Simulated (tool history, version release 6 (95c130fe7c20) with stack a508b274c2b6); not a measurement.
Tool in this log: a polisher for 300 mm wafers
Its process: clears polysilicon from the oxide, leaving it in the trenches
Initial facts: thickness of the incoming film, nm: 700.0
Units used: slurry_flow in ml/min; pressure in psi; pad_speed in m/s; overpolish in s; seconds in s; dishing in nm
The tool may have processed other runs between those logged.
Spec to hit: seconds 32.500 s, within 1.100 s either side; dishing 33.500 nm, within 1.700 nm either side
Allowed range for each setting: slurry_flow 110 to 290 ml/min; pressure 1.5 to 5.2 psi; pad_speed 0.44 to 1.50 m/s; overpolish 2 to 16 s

Run 1, hour 0.0: slurry_flow 185 ml/min, pressure 3.3 psi, pad_speed 0.96 m/s, overpolish 8 s. Result: seconds 36.251 s, dishing 61.643 nm.
Run 2, hour 8.1: slurry_flow 200 ml/min, pressure 3.3 psi, pad_speed 0.96 m/s, overpolish 8 s. Result: seconds 35.779 s, dishing 60.991 nm.
Run 3, hour 11.5: slurry_flow 200 ml/min, pressure 2.6 psi, pad_speed 0.96 m/s, overpolish 8 s. Result: seconds 46.440 s, dishing 56.520 nm.
Run 4, hour 20.4: slurry_flow 220 ml/min, pressure 2.5 psi, pad_speed 1.06 m/s, overpolish 7 s. Result: seconds 41.696 s, dishing 57.624 nm.
Run 5, hour 21.3: slurry_flow 220 ml/min, pressure 2.5 psi, pad_speed 1.06 m/s, overpolish 4 s. Result: seconds 43.168 s, dishing 43.491 nm.
Run 6, hour 23.9: slurry_flow 220 ml/min, pressure 2.5 psi, pad_speed 1.06 m/s, overpolish 2 s. Result: seconds 42.357 s, dishing 27.118 nm.
Run 7, hour 25.0: slurry_flow 230 ml/min, pressure 2.6 psi, pad_speed 1.06 m/s, overpolish 2 s. Result: seconds 41.291 s, dishing 28.320 nm.
Run 8, hour 26.4: slurry_flow 230 ml/min, pressure 2.7 psi, pad_speed 1.08 m/s, overpolish 2 s. Result: seconds 38.077 s, dishing 29.951 nm.
Run 9, hour 30.9: slurry_flow 240 ml/min, pressure 3.2 psi, pad_speed 1.08 m/s, overpolish 4 s. Result: seconds 32.662 s, dishing 48.928 nm.
Run 10, hour 34.0: slurry_flow 225 ml/min, pressure 3.2 psi, pad_speed 1.08 m/s, overpolish 4 s. Result: seconds 33.101 s, dishing 50.564 nm.
Run 11, hour 34.7: slurry_flow 210 ml/min, pressure 3.3 psi, pad_speed 1.06 m/s, overpolish 4 s. Result: seconds 32.527 s, dishing 49.049 nm.
Run 12, hour 36.5: slurry_flow 160 ml/min, pressure 4.3 psi, pad_speed 0.78 m/s, overpolish 2 s. Result: seconds 34.781 s, dishing 31.678 nm.

Next run, 4 choices. One meets every target within its allowed miss, the rest don't. Which?
Run A, hour 38.3: slurry_flow 210 ml/min, pressure 4.3 psi, pad_speed 0.82 m/s, overpolish 2 s. Result: seconds ?, dishing ?.
Run B, hour 38.3: slurry_flow 135 ml/min, pressure 4.6 psi, pad_speed 0.68 m/s, overpolish 2 s. Result: seconds ?, dishing ?.
Run C, hour 38.3: slurry_flow 250 ml/min, pressure 4.2 psi, pad_speed 0.70 m/s, overpolish 2 s. Result: seconds ?, dishing ?.
Run D, hour 38.3: slurry_flow 140 ml/min, pressure 4.5 psi, pad_speed 0.70 m/s, overpolish 2 s. Result: seconds ?, dishing ?.

move  seconds  dishing
   A   32.610   33.178
   B   38.081   29.708
   C   38.279   29.595
   D   37.710   29.921
A: every result within its allowed miss
B: misses by more than the last run did
C: misses by more than the last run did
D: misses by more than the last run did
So the answer is move A, the one that meets all the targets.
